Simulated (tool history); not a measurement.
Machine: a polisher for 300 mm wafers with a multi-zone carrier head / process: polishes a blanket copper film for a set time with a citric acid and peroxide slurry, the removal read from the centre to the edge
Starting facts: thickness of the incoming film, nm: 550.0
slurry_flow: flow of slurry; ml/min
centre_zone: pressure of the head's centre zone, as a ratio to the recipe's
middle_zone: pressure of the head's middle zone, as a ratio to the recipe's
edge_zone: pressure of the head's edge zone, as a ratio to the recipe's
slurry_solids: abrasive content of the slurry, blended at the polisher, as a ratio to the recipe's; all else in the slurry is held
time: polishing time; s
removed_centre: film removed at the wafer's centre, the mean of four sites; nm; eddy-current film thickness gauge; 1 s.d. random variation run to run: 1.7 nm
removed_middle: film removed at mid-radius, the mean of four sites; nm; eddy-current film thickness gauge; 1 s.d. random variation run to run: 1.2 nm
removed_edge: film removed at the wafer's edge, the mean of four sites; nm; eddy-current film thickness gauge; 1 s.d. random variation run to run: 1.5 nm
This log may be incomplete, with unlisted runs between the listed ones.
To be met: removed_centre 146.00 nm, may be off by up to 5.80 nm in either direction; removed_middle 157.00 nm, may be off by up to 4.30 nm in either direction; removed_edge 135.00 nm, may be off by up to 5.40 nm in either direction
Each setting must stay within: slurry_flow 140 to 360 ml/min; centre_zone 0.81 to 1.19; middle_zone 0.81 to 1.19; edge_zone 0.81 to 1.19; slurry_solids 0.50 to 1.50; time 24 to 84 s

| run | day | slurry_flow | centre_zone | middle_zone | edge_zone | slurry_solids | time | removed_centre | removed_middle | removed_edge |
|---|---|---|---|---|---|---|---|---|---|---|
| 1 | 0.000 | 230 | 1.00 | 1.00 | 1.00 | 1.00 | 54 | 197.07 | 204.79 | 199.52 |
| 2 | 0.058 | 230 | 1.04 | 1.00 | 1.00 | 1.00 | 54 | 206.88 | 202.56 | 203.44 |
| 3 | 0.292 | 230 | 1.04 | 1.00 | 1.00 | 1.00 | 43 | 163.89 | 160.49 | 159.04 |
| 4 | 0.650 | 225 | 1.02 | 1.01 | 0.94 | 0.95 | 43 | 153.80 | 159.82 | 152.87 |
| 5 | 0.971 | 225 | 1.04 | 1.04 | 0.90 | 0.90 | 43 | 161.70 | 160.31 | 147.41 |
| 6 | 1.192 | 225 | 1.04 | 1.04 | 0.90 | 0.90 | 55 | 200.98 | 205.95 | 187.76 |
| 7 | 1.488 | 230 | 1.03 | 1.05 | 0.88 | 0.75 | 51 | 182.03 | 183.98 | 168.15 |
| 8 | 1.721 | 225 | 1.02 | 1.07 | 0.86 | 0.70 | 49 | 170.70 | 179.21 | 157.80 |
| 9 | 1.917 | 215 | 1.01 | 1.07 | 0.84 | 0.65 | 48 | 161.61 | 169.61 | 150.07 |
| 10 | 2.167 | 205 | 1.01 | 1.08 | 0.83 | 0.60 | 47 | 151.88 | 163.91 | 142.63 |
| 11 | 2.275 | 195 | 1.02 | 1.08 | 0.82 | 0.60 | 47 | 150.07 | 162.12 | 140.85 |

Of the 4 settings listed for the next run, only one would bring every result within its allowed miss of target. Which one?
| A | 2.383 | 225 | 1.08 | 1.06 | 0.81 | 0.60 | 46 | ? | ? | ? |
| B | 2.383 | 140 | 1.03 | 1.09 | 0.81 | 0.50 | 49 | ? | ? | ? |
| C | 2.383 | 185 | 1.01 | 1.15 | 0.82 | 0.65 | 45 | ? | ? | ? |
| D | 2.383 | 240 | 1.02 | 1.13 | 0.83 | 0.70 | 45 | ? | ? | ? |

| move | removed_centre | removed_middle | removed_edge |
|---|---|---|---|
| A | 162.83 | 160.98 | 137.10 |
| B | 148.01 | 157.68 | 134.01 |
| C | 147.34 | 165.37 | 134.27 |
| D | 156.59 | 171.25 | 140.42 |
A: meets the target for the result that was furthest off, but another lies outside its allowed miss
B: every result lands within tolerance
C: further off than the last run
D: further off than the last run
B meets every target.
